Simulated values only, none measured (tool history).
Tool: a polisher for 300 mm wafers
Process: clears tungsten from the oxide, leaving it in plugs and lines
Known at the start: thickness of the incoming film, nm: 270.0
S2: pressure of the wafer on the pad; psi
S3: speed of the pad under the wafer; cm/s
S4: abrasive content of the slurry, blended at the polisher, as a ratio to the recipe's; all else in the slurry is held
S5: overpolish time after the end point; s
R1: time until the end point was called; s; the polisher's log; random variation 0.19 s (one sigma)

run 1 hour=0.0 | flow_of_slurry_(ml/min)=220 S2=4.8 S3=130 S4=1.0 S5=7 | R1=31.388
run 2 hour=0.6 | flow_of_slurry_(ml/min)=225 S2=5.3 S3=130 S4=1.0 S5=7 | R1=28.839
run 3 hour=8.9 | flow_of_slurry_(ml/min)=225 S2=5.8 S3=130 S4=1.0 S5=7 | R1=26.211
run 4 hour=14.3 | flow_of_slurry_(ml/min)=265 S2=5.8 S3=130 S4=1.0 S5=7 | R1=25.789
run 5 hour=17.6 | flow_of_slurry_(ml/min)=220 S2=5.8 S3=130 S4=1.0 S5=7 | R1=25.868
run 6 hour=20.2 | flow_of_slurry_(ml/min)=220 S2=5.8 S3=112 S4=1.0 S5=7 | R1=30.193
run 7 hour=23.0 | flow_of_slurry_(ml/min)=220 S2=6.3 S3=112 S4=1.0 S5=7 | R1=28.158
run 8 hour=30.0 | flow_of_slurry_(ml/min)=220 S2=6.7 S3=114 S4=1.0 S5=7 | R1=26.011
run 9 hour=30.6 | flow_of_slurry_(ml/min)=220 S2=6.9 S3=116 S4=1.0 S5=7 | R1=25.047
run 10 hour=31.5 | flow_of_slurry_(ml/min)=225 S2=7.1 S3=118 S4=1.0 S5=7 | R1=23.889

Forecast run 11:
run 11 hour=35.2 | flow_of_slurry_(ml/min)=225 S2=7.2 S3=120 S4=1.0 S5=7 | R1=?

{"run 11": {"R1": 23.065}}

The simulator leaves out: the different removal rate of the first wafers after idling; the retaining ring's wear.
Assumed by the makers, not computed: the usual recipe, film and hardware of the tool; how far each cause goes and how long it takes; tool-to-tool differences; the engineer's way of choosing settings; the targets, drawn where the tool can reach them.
